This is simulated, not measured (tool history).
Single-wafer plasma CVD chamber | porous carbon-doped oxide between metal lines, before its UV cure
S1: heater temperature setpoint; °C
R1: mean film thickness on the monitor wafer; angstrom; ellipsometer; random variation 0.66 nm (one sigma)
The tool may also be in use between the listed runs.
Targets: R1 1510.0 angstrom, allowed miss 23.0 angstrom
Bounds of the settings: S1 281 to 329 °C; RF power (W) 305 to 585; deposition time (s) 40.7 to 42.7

{"run": 1, "day": 0.0, "S1": 305, "RF power (W)": 445, "deposition time (s)": 42.7, "R1": 2014.1}
{"run": 2, "day": 0.192, "S1": 305, "RF power (W)": 445, "deposition time (s)": 40.7, "R1": 1932.6}
{"run": 3, "day": 0.296, "S1": 305, "RF power (W)": 445, "deposition time (s)": 42.7, "R1": 2027.1}
{"run": 4, "day": 0.354, "S1": 310, "RF power (W)": 420, "deposition time (s)": 42.6, "R1": 1857.3}
{"run": 5, "day": 0.65, "S1": 310, "RF power (W)": 380, "deposition time (s)": 42.6, "R1": 1690.9}
{"run": 6, "day": 0.838, "S1": 314, "RF power (W)": 380, "deposition time (s)": 42.6, "R1": 1682.4}
{"run": 7, "day": 1.096, "S1": 317, "RF power (W)": 375, "deposition time (s)": 42.6, "R1": 1635.4}
{"run": 8, "day": 1.183, "S1": 319, "RF power (W)": 370, "deposition time (s)": 42.6, "R1": 1588.8}
{"run": 9, "day": 1.5, "S1": 321, "RF power (W)": 370, "deposition time (s)": 42.6, "R1": 1567.1}

Which of these 5 next moves meets every target?
{"run": "A", "day": 1.817, "S1": 324, "RF power (W)": 420, "deposition time (s)": 40.7, "R1": "?"}
{"run": "B", "day": 1.817, "S1": 319, "RF power (W)": 375, "deposition time (s)": 42.4, "R1": "?"}
{"run": "C", "day": 1.817, "S1": 308, "RF power (W)": 350, "deposition time (s)": 40.7, "R1": "?"}
{"run": "D", "day": 1.817, "S1": 329, "RF power (W)": 405, "deposition time (s)": 42.7, "R1": "?"}
{"run": "E", "day": 1.817, "S1": 320, "RF power (W)": 390, "deposition time (s)": 41.4, "R1": "?"}

move=A R1=1674.3
move=B R1=1602.8
move=C R1=1515.9
move=D R1=1660.8
move=E R1=1618.6
A: further off than the last run
B: further off than the last run
C: meets every target
D: further off than the last run
E: further off than the last run
Move C is the one to make.
